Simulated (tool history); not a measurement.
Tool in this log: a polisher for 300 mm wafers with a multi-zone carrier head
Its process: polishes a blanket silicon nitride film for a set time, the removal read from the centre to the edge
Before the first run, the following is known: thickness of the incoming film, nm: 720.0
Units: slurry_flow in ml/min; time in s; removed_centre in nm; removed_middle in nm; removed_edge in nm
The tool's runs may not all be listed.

run,day,slurry_flow,centre_zone,middle_zone,edge_zone,time,removed_centre,removed_middle,removed_edge
1,0.000,255,1.00,1.00,1.00,39,75.843,76.419,73.559
2,0.367,220,1.00,1.00,1.00,39,76.547,75.041,73.262
3,0.667,220,1.00,1.04,1.00,39,75.598,77.740,73.767
4,0.692,220,0.93,1.04,1.00,39,69.502,79.581,74.160
5,0.788,220,0.93,1.05,1.01,40,70.308,80.635,76.624
# day 0.888: worn pad replaced by a new one
6,0.888,220,0.93,1.06,1.02,41,82.387,93.152,87.753
7,1.246,225,0.89,1.10,1.11,40,78.483,94.055,89.467
8,1.596,225,0.89,1.11,1.12,40,76.595,99.214,91.923

Predict the results of run 9:
9,1.821,225,0.90,1.11,1.13,40,?,?,?

{"run 9": {"removed_centre": 78.396, "removed_middle": 97.138, "removed_edge": 91.619}}
